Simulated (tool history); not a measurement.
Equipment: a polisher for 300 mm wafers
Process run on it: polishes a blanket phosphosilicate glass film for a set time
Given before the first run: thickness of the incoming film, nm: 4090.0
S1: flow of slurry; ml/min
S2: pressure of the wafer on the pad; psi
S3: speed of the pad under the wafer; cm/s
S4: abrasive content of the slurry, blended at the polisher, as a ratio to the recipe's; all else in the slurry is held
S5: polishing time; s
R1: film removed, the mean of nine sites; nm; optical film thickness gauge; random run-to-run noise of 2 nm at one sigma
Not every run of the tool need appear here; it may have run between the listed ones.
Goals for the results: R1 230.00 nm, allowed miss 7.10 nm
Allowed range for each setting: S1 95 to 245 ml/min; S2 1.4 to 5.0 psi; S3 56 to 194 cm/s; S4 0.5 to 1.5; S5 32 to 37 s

{"run": 1, "hour": 0.0, "S1": 155, "S2": 3.2, "S3": 124, "S4": 1.0, "S5": 37, "R1": 379.19}
{"run": 2, "hour": 7.2, "S1": 155, "S2": 3.2, "S3": 94, "S4": 1.0, "S5": 37, "R1": 324.56}
{"run": 3, "hour": 13.9, "S1": 190, "S2": 3.2, "S3": 94, "S4": 1.0, "S5": 37, "R1": 332.45}
{"run": 4, "hour": 21.3, "S1": 190, "S2": 3.7, "S3": 94, "S4": 1.0, "S5": 37, "R1": 378.31}
{"run": 5, "hour": 21.9, "S1": 190, "S2": 3.0, "S3": 94, "S4": 1.0, "S5": 37, "R1": 311.11}
{"run": 6, "hour": 25.9, "S1": 155, "S2": 3.0, "S3": 94, "S4": 1.0, "S5": 37, "R1": 307.54}
{"run": 7, "hour": 31.9, "S1": 155, "S2": 2.8, "S3": 94, "S4": 1.0, "S5": 37, "R1": 284.99}
{"run": 8, "hour": 32.5, "S1": 155, "S2": 2.7, "S3": 94, "S4": 1.0, "S5": 37, "R1": 277.51}
{"hour": 40.0, "done": "slurry blender recalibrated"}
{"run": 9, "hour": 40.0, "S1": 130, "S2": 2.1, "S3": 92, "S4": 1.0, "S5": 37, "R1": 219.78}

Consider the 4 candidate settings below. Which is the only one whose results all fall within their allowed miss of target?
{"run": "A", "hour": 47.5, "S1": 135, "S2": 2.2, "S3": 104, "S4": 0.9, "S5": 36, "R1": "?"}
{"run": "B", "hour": 47.5, "S1": 115, "S2": 2.2, "S3": 82, "S4": 1.0, "S5": 37, "R1": "?"}
{"run": "C", "hour": 47.5, "S1": 120, "S2": 2.0, "S3": 100, "S4": 0.9, "S5": 36, "R1": "?"}
{"run": "D", "hour": 47.5, "S1": 135, "S2": 1.8, "S3": 100, "S4": 1.1, "S5": 37, "R1": "?"}

move=A R1=231.96
move=B R1=212.17
move=C R1=203.07
move=D R1=207.66
A: in spec on every target
B: misses by more than the last run did
C: misses by more than the last run did
D: misses by more than the last run did
A is the move that brings every result within its allowed miss.

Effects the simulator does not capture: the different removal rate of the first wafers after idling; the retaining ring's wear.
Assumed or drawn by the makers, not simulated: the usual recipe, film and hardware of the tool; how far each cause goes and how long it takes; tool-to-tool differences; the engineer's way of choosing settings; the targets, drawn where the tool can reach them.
